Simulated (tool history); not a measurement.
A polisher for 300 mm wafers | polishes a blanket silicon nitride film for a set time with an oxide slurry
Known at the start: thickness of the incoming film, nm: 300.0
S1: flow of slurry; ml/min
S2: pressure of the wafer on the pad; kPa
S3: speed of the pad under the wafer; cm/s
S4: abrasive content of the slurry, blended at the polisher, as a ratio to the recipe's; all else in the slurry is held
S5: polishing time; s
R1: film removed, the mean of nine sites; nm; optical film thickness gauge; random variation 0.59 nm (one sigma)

run 1 hour=0.0 | S1=120 S2=33.1 S3=134 S4=1.0 S5=101 | R1=83.151
run 2 hour=1.2 | S1=115 S2=31.0 S3=134 S4=1.0 S5=101 | R1=77.722
run 3 hour=3.5 | S1=115 S2=31.0 S3=134 S4=1.0 S5=106 | R1=81.748
run 4 hour=9.2 | S1=130 S2=31.0 S3=134 S4=1.0 S5=106 | R1=84.027
run 5 hour=14.1 | S1=130 S2=31.0 S3=134 S4=1.0 S5=106 | R1=83.642
-- hour=19.9 worn pad replaced by a new one
run 6 hour=19.9 | S1=130 S2=31.0 S3=134 S4=1.0 S5=106 | R1=91.930

The next listed run, before its measurement:
run 7 hour=23.6 | S1=115 S2=31.0 S3=134 S4=1.0 S5=106 | R1=?

R1: 90.126 nm
